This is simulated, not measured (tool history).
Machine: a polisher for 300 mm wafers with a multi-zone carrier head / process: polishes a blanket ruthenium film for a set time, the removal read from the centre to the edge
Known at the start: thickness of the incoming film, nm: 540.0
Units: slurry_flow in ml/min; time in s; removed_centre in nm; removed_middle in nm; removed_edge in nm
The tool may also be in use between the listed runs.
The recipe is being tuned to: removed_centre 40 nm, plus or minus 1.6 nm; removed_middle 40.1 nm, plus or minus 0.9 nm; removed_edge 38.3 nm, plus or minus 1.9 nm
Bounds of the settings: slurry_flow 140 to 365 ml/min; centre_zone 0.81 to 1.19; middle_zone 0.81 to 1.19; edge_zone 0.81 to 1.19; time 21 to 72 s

run  hour  slurry_flow  centre_zone  middle_zone  edge_zone  time  removed_centre  removed_middle  removed_edge
  1     0          235            1            1          1    46          54.703          55.177        55.843
  2   3.3          235            1            1       0.98    44          53.445          53.284        53.063
  3  11.7          235         0.99         0.99       0.96    43          53.379          50.851        51.239
  4  14.7          230         0.97         0.99       0.95    42          49.344          49.823        49.833
  5  22.9          230         0.97         0.99       0.87    42          50.125          50.612        48.204
     26.3  -- slurry nozzle cleaned
  6  26.3          230         0.97         0.99       0.87    50          61.505          61.497        59.837
  7  28.1          230         0.97         0.99       0.87    48          59.599          58.971        57.135
  8  29.2          230         0.97         0.99       0.87    46          56.286          56.604        54.365
  9    31          230         0.97         0.99       0.87    44           53.84          53.769        50.313

5 candidate next runs follow, results not yet known. Just one meets every target within its allowed miss. Identify it.
  A  32.8          210         0.99         0.82       0.94    36               ?               ?             ?
  B  32.8          225         1.02         1.02       0.81    34               ?               ?             ?
  C  32.8          275         1.03         1.12       0.81    30               ?               ?             ?
  D  32.8          265         1.04         1.03       0.81    33               ?               ?             ?
  E  32.8          145         0.97         0.98       0.84    35               ?               ?             ?

move  removed_centre  removed_middle  removed_edge
   A          44.655          37.391        43.457
   B          43.925          42.695        38.506
   C          40.119          41.686        34.485
   D          44.351           42.53        37.873
   E          40.138          39.998        38.544
A: pushes the last run's worst result past its target
B: nearer the targets than the last run, but a result is still out of spec
C: nearer the targets than the last run, but a result is still out of spec
D: nearer the targets than the last run, but a result is still out of spec
E: in spec on every target
The move that meets every target is E.
